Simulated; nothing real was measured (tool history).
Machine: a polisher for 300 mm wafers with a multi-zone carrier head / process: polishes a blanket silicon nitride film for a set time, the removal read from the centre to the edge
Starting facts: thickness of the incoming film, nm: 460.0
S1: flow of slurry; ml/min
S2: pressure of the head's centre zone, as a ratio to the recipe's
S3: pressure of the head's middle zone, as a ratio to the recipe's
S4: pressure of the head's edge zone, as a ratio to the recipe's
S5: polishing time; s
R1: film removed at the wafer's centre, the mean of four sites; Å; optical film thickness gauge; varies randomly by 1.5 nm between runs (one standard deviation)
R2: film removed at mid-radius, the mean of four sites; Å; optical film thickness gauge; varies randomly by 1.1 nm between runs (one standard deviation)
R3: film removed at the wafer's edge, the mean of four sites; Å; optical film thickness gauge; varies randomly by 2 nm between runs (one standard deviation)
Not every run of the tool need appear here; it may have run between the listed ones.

run,hour,S1,S2,S3,S4,S5,R1,R2,R3
1,0,265,1,1,1,62,1495.9,1502,1497.1
2,5.9,280,1.03,0.98,1.05,63,1595.4,1516.3,1569.1
3,8.3,280,1.07,0.98,1.05,63,1635.5,1521.1,1591.7
4,16.1,220,1.07,0.98,1.05,63,1581.8,1475.2,1514.1
5,18.2,250,1.09,0.97,1.08,63,1641.2,1475.4,1569.6
6,19.1,220,1.09,0.97,1.08,63,1604.2,1474.7,1514.3
7,26,255,1.1,0.96,1.1,63,1643.7,1465.4,1589.7
8,31.5,330,1.17,0.98,1.15,64,1810.4,1548.1,1659.9

Run 9, settings as shown, results not yet in. Your forecast:
9,37.3,330,1.16,0.97,1.16,64,?,?,?

{"run 9": {"R1": 1803.2, "R2": 1540.4, "R3": 1665.1}}

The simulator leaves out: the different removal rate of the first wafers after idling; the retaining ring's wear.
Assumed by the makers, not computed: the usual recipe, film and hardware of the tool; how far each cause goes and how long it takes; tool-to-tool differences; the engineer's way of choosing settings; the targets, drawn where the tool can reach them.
